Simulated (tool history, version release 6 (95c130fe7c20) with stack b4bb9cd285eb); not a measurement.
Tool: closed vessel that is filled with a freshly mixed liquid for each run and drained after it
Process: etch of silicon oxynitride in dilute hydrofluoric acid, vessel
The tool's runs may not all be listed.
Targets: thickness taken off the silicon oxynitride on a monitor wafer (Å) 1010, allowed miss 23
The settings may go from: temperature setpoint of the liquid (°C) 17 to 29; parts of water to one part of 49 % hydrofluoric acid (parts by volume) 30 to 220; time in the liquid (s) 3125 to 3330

run,hour,temperature setpoint of the liquid (°C),parts of water to one part of 49 % hydrofluoric acid (parts by volume),time in the liquid (s),thickness taken off the silicon oxynitride on a monitor wafer (Å)
1,0,21,125,3125,719.7
2,7.2,23,125,3125,777.34
3,16.1,23,165,3125,578.91
4,18.7,21.5,165,3125,541.3
5,21.3,23.5,155,3125,631.28
6,27.9,23.5,155,3330,674.22
7,31.3,25,145,3330,782.47
8,35.4,26,140,3330,846.26
9,37,29,130,3330,1062.5

Which of these 5 next moves meets every target?
A,38.6,26,115,3330,?
B,38.6,28.5,135,3260,?
C,38.6,29,130,3215,?
D,38.6,21.5,85,3160,?
E,38.6,25.5,105,3265,?

move,thickness taken off the silicon oxynitride on a monitor wafer (Å)
A,1059.8
B,971.73
C,1022.3
D,1127.1
E,1121.9
A: nearer than the last run, and not there yet
B: takes the result that was furthest off past its target
C: meets every target
D: further off than the last run
E: further off than the last run
Move C is the one to make.

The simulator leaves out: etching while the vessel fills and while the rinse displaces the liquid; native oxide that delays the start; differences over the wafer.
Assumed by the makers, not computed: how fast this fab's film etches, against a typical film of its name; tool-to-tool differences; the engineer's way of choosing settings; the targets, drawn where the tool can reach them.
